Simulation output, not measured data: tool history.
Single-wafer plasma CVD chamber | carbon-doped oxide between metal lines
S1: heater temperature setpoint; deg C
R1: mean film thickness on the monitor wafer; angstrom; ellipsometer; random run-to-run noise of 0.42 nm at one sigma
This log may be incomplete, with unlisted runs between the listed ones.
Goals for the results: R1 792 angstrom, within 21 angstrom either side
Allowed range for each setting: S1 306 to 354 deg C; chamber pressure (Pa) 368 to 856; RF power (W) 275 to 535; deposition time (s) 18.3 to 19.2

Run 1, day 0: S1 330 deg C, chamber pressure (Pa) 612, RF power (W) 405, deposition time (s) 19.2. Result: R1 959.58 angstrom.
Run 2, day 0.229: S1 330 deg C, chamber pressure (Pa) 657, RF power (W) 405, deposition time (s) 19.2. Result: R1 971.12 angstrom.
Run 3, day 0.254: S1 340 deg C, chamber pressure (Pa) 657, RF power (W) 405, deposition time (s) 19.2. Result: R1 927.31 angstrom.
Run 4, day 0.588: S1 341 deg C, chamber pressure (Pa) 651, RF power (W) 400, deposition time (s) 19.2. Result: R1 923.17 angstrom.
Run 5, day 0.725: S1 341 deg C, chamber pressure (Pa) 647, RF power (W) 395, deposition time (s) 19.2. Result: R1 913.3 angstrom.
Run 6, day 1.033: S1 341 deg C, chamber pressure (Pa) 647, RF power (W) 395, deposition time (s) 18.3. Result: R1 876.35 angstrom.
Run 7, day 1.233: S1 342 deg C, chamber pressure (Pa) 641, RF power (W) 390, deposition time (s) 18.3. Result: R1 857.81 angstrom.
Run 8, day 1.492: S1 343 deg C, chamber pressure (Pa) 636, RF power (W) 390, deposition time (s) 18.3. Result: R1 853.6 angstrom.

5 next moves are on the table. One of them brings every result within its allowed miss. Which?
Run A, day 1.75: S1 319 deg C, chamber pressure (Pa) 373, RF power (W) 350, deposition time (s) 19.2. Result: R1 ?.
Run B, day 1.75: S1 352 deg C, chamber pressure (Pa) 719, RF power (W) 330, deposition time (s) 18.3. Result: R1 ?.
Run C, day 1.75: S1 354 deg C, chamber pressure (Pa) 832, RF power (W) 320, deposition time (s) 18.5. Result: R1 ?.
Run D, day 1.75: S1 350 deg C, chamber pressure (Pa) 663, RF power (W) 400, deposition time (s) 18.3. Result: R1 ?.
Run E, day 1.75: S1 340 deg C, chamber pressure (Pa) 593, RF power (W) 355, deposition time (s) 18.3. Result: R1 ?.

move      R1
   A  857.83
   B  744.69
   C  741.11
   D  864.88
   E  800.52
A: its largest miss is bigger than the last run's
B: takes the result that was furthest off past its target
C: takes the result that was furthest off past its target
D: its largest miss is bigger than the last run's
E: all results in spec
Correct choice: E, which meets every target
